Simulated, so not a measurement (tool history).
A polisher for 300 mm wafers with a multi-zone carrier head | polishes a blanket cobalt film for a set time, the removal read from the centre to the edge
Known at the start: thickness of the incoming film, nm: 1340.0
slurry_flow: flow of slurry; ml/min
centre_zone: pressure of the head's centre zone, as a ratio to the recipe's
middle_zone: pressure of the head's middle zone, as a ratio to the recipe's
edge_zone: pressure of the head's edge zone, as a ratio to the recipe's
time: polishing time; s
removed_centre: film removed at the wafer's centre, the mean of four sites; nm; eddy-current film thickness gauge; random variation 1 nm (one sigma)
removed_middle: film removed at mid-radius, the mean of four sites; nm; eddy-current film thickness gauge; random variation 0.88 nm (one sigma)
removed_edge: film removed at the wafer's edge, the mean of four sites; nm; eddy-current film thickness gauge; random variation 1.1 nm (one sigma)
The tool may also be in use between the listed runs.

Run 1, day 0: slurry_flow 195 ml/min, centre_zone 1, middle_zone 1, edge_zone 1, time 62 s. Result: removed_centre 131.64 nm, removed_middle 132.79 nm, removed_edge 126.19 nm.
Run 2, day 0.279: slurry_flow 195 ml/min, centre_zone 1, middle_zone 1, edge_zone 0.97, time 62 s. Result: removed_centre 130.06 nm, removed_middle 131.66 nm, removed_edge 123.91 nm.
Run 3, day 0.396: slurry_flow 195 ml/min, centre_zone 1, middle_zone 1, edge_zone 0.97, time 72 s. Result: removed_centre 150.22 nm, removed_middle 154.1 nm, removed_edge 146.44 nm.
Run 4, day 0.712: slurry_flow 195 ml/min, centre_zone 1, middle_zone 1, edge_zone 1.05, time 72 s. Result: removed_centre 150.75 nm, removed_middle 153.66 nm, removed_edge 150.36 nm.
Run 5, day 0.775: slurry_flow 245 ml/min, centre_zone 1, middle_zone 1, edge_zone 1.05, time 72 s. Result: removed_centre 155.55 nm, removed_middle 157.71 nm, removed_edge 154.57 nm.
Run 6, day 0.812: slurry_flow 240 ml/min, centre_zone 1.05, middle_zone 1, edge_zone 0.99, time 70 s. Result: removed_centre 158.64 nm, removed_middle 152.34 nm, removed_edge 143.12 nm.
Run 7, day 0.854: slurry_flow 235 ml/min, centre_zone 1.07, middle_zone 0.99, edge_zone 0.95, time 69 s. Result: removed_centre 157.1 nm, removed_middle 147.26 nm, removed_edge 139.61 nm.
Run 8, day 1.112: slurry_flow 240 ml/min, centre_zone 1.1, middle_zone 1, edge_zone 0.92, time 68 s. Result: removed_centre 159.41 nm, removed_middle 147.36 nm, removed_edge 136.92 nm.
Run 9, day 1.388: slurry_flow 245 ml/min, centre_zone 1.13, middle_zone 1, edge_zone 0.89, time 67 s. Result: removed_centre 164.51 nm, removed_middle 145.27 nm, removed_edge 131.91 nm.

The next listed run, before its measurement:
Run 10, day 1.688: slurry_flow 240 ml/min, centre_zone 1.14, middle_zone 1, edge_zone 0.87, time 67 s. Result: removed_centre ?, removed_middle ?, removed_edge ?.

Run 10 gave removed_centre 163.73 nm, removed_middle 146.46 nm, removed_edge 129.39 nm.

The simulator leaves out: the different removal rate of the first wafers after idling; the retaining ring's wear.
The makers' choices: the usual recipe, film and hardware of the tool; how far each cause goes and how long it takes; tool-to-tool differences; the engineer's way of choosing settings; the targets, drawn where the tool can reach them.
